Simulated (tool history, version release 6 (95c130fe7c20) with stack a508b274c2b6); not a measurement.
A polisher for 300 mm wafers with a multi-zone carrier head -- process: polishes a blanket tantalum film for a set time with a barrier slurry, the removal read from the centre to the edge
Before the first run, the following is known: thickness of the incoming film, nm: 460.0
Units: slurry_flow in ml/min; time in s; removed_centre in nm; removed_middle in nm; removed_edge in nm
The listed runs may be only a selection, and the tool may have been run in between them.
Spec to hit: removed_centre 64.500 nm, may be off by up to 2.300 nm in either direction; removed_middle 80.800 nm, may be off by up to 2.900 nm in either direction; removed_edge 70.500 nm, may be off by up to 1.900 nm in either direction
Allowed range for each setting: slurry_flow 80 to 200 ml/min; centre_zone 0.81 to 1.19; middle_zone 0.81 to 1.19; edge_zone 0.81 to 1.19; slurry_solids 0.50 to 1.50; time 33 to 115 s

| run | hour | slurry_flow | centre_zone | middle_zone | edge_zone | slurry_solids | time | removed_centre | removed_middle | removed_edge |
|---|---|---|---|---|---|---|---|---|---|---|
| 1 | 0.0 | 130 | 1.00 | 1.00 | 1.00 | 1.00 | 73 | 132.850 | 132.030 | 132.190 |
| 2 | 4.2 | 130 | 1.00 | 1.00 | 1.00 | 0.80 | 73 | 124.740 | 126.000 | 123.210 |
| 3 | 5.9 | 125 | 0.97 | 1.00 | 0.97 | 0.75 | 68 | 109.610 | 111.620 | 112.030 |
| 4 | 13.7 | 125 | 0.97 | 1.00 | 0.97 | 0.75 | 82 | 131.800 | 137.650 | 134.150 |
| 5 | 19.9 | 125 | 0.97 | 1.00 | 0.97 | 0.55 | 82 | 121.600 | 129.250 | 125.070 |
| 6 | 25.2 | 125 | 0.97 | 1.00 | 0.92 | 0.55 | 82 | 121.400 | 127.660 | 121.330 |
| 7 | 32.0 | 120 | 0.95 | 1.02 | 0.90 | 0.55 | 75 | 107.290 | 116.680 | 110.300 |
| 8 | 36.4 | 120 | 0.94 | 1.04 | 0.89 | 0.55 | 69 | 98.480 | 109.290 | 100.640 |
| 9 | 42.3 | 95 | 0.84 | 1.07 | 0.82 | 0.50 | 48 | 56.650 | 73.124 | 63.758 |
| 10 | 49.7 | 105 | 0.84 | 1.07 | 0.83 | 0.50 | 48 | 58.872 | 74.573 | 65.334 |

4 candidate next runs follow, results not yet known. Just one meets every target within its allowed miss. Identify it.
| A | 57.1 | 100 | 0.90 | 1.16 | 0.91 | 0.55 | 49 | ? | ? | ? |
| B | 57.1 | 100 | 0.96 | 1.11 | 0.84 | 0.50 | 45 | ? | ? | ? |
| C | 57.1 | 85 | 0.83 | 0.87 | 0.96 | 0.50 | 51 | ? | ? | ? |
| D | 57.1 | 130 | 0.94 | 1.02 | 0.81 | 0.50 | 43 | ? | ? | ? |

| move | removed_centre | removed_middle | removed_edge |
|---|---|---|---|
| A | 63.960 | 82.010 | 69.433 |
| B | 61.205 | 71.322 | 60.269 |
| C | 57.276 | 66.292 | 70.633 |
| D | 60.835 | 67.876 | 58.950 |
A: in spec on every target
B: lands further from the targets than the last run did
C: brings the last run's worst result on target, with another outside its allowed miss
D: lands further from the targets than the last run did
Answer: A
